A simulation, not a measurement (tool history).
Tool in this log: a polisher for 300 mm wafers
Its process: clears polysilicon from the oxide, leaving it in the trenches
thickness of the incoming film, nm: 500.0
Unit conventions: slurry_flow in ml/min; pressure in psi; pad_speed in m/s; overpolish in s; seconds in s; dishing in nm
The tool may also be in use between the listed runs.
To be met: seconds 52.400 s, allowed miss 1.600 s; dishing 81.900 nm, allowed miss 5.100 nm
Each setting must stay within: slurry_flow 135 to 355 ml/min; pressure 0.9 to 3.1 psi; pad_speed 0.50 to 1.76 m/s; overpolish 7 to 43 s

run	hour	slurry_flow	pressure	pad_speed	overpolish	seconds	dishing
1	0.0	225	2.0	1.12	22	36.788	83.102
2	8.3	225	1.9	1.12	23	39.084	82.200
3	12.6	225	1.8	1.12	24	40.811	84.224
4	17.3	225	1.8	1.12	15	41.009	72.776
5	22.5	225	2.2	1.12	15	34.092	79.970
6	29.5	175	2.2	1.12	15	34.676	79.175
7	30.2	175	2.2	1.12	15	34.533	77.003
8	36.4	175	2.1	1.12	17	36.880	83.388
9	43.8	175	2.0	1.12	17	37.767	78.936
10	45.5	175	1.9	1.12	18	40.416	78.937
11	48.5	175	1.8	1.12	19	42.270	81.223
12	57.1	170	1.3	1.12	20	57.924	70.102

Consider the 4 candidate settings below. Which is the only one whose results all fall within their allowed miss of target?
A	65.7	160	1.5	1.18	25	?	?
B	65.7	135	1.5	1.20	25	?	?
C	65.7	175	1.2	1.32	27	?	?
D	65.7	165	1.7	1.06	28	?	?

move	seconds	dishing
A	48.185	83.417
B	48.257	83.393
C	52.997	83.114
D	47.250	85.349
A: takes the result that was furthest off past its target
B: takes the result that was furthest off past its target
C: each result inside its tolerance
D: takes the result that was furthest off past its target
So the answer is move C, the one that meets all the targets.
